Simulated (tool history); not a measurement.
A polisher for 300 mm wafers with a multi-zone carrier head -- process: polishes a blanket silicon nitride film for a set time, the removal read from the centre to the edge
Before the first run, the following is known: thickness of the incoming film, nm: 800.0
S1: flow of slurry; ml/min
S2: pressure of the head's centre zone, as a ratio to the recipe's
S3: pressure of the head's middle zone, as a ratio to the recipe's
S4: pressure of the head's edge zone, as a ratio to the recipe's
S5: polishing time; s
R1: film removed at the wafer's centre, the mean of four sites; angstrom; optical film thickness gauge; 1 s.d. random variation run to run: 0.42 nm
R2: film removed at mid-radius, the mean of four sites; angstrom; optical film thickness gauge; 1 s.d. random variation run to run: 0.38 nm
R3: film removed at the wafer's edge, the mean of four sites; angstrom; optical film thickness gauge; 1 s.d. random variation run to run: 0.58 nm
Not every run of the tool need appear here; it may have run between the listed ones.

{"run": 1, "hour": 0.0, "S1": 265, "S2": 1, "S3": 1, "S4": 1, "S5": 35, "R1": 507.59, "R2": 489.66, "R3": 518.86}
{"run": 2, "hour": 5.0, "S1": 215, "S2": 1, "S3": 1, "S4": 1, "S5": 35, "R1": 484.5, "R2": 488.18, "R3": 513.87}
{"run": 3, "hour": 9.9, "S1": 215, "S2": 1, "S3": 0.97, "S4": 1, "S5": 35, "R1": 494.03, "R2": 479.45, "R3": 512.66}
{"run": 4, "hour": 14.3, "S1": 215, "S2": 1, "S3": 0.97, "S4": 1, "S5": 40, "R1": 564.86, "R2": 540.63, "R3": 597.04}
{"run": 5, "hour": 17.5, "S1": 215, "S2": 1, "S3": 0.97, "S4": 1, "S5": 48, "R1": 688.03, "R2": 633.51, "R3": 694.7}
{"run": 6, "hour": 24.3, "S1": 215, "S2": 1, "S3": 0.97, "S4": 1, "S5": 54, "R1": 769.93, "R2": 733.58, "R3": 777.23}
{"run": 7, "hour": 28.4, "S1": 215, "S2": 0.98, "S3": 0.94, "S4": 0.97, "S5": 46, "R1": 634.86, "R2": 603.95, "R3": 679.49}

Run 8 has not been measured yet. What should we expect?
{"run": 8, "hour": 34.6, "S1": 190, "S2": 1.02, "S3": 0.97, "S4": 0.95, "S5": 36, "R1": "?", "R2": "?", "R3": "?"}

R1: 516.69 angstrom
R2: 479.83 angstrom
R3: 508.72 angstrom
